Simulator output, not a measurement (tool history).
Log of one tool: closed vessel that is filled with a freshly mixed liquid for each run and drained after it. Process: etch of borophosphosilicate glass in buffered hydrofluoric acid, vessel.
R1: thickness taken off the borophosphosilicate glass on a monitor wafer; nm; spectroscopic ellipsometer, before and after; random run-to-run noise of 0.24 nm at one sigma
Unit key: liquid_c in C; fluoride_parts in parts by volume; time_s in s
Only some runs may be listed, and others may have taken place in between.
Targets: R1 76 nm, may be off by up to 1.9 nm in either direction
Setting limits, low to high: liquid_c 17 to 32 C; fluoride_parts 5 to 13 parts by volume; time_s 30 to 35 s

{"run": 1, "hour": 0.0, "liquid_c": 25, "fluoride_parts": 8, "time_s": 35, "R1": 63.897}
{"run": 2, "hour": 4.5, "liquid_c": 25.5, "fluoride_parts": 8, "time_s": 35, "R1": 64.942}
{"run": 3, "hour": 13.7, "liquid_c": 26, "fluoride_parts": 8, "time_s": 35, "R1": 66.8}
{"run": 4, "hour": 19.8, "liquid_c": 26.5, "fluoride_parts": 8, "time_s": 35, "R1": 68.826}
{"run": 5, "hour": 22.0, "liquid_c": 27, "fluoride_parts": 8, "time_s": 35, "R1": 70.3}
{"run": 6, "hour": 28.0, "liquid_c": 24.5, "fluoride_parts": 8, "time_s": 35, "R1": 61.387}
{"run": 7, "hour": 35.1, "liquid_c": 25, "fluoride_parts": 8, "time_s": 35, "R1": 63.721}
{"run": 8, "hour": 38.4, "liquid_c": 25.5, "fluoride_parts": 8, "time_s": 35, "R1": 65.319}
{"run": 9, "hour": 43.9, "liquid_c": 26, "fluoride_parts": 8, "time_s": 35, "R1": 67.252}
{"run": 10, "hour": 46.1, "liquid_c": 26.5, "fluoride_parts": 8, "time_s": 35, "R1": 68.924}
{"run": 11, "hour": 52.6, "liquid_c": 27, "fluoride_parts": 8, "time_s": 35, "R1": 70.593}

Exercise: of the 4 proposed moves below, exactly one satisfies all targets within the stated allowed misses. Which move is it?
{"run": "A", "hour": 59.1, "liquid_c": 26, "fluoride_parts": 6, "time_s": 30, "R1": "?"}
{"run": "B", "hour": 59.1, "liquid_c": 25.5, "fluoride_parts": 6.5, "time_s": 35, "R1": "?"}
{"run": "C", "hour": 59.1, "liquid_c": 27, "fluoride_parts": 7, "time_s": 35, "R1": "?"}
{"run": "D", "hour": 59.1, "liquid_c": 28, "fluoride_parts": 7.5, "time_s": 35, "R1": "?"}

move=A R1=76.04
move=B R1=80.492
move=C R1=81.627
move=D R1=79.795
A: each result inside its tolerance
B: takes the biggest miss from the last run beyond its target
C: takes the biggest miss from the last run beyond its target
D: takes the biggest miss from the last run beyond its target
Move A is the one to make.
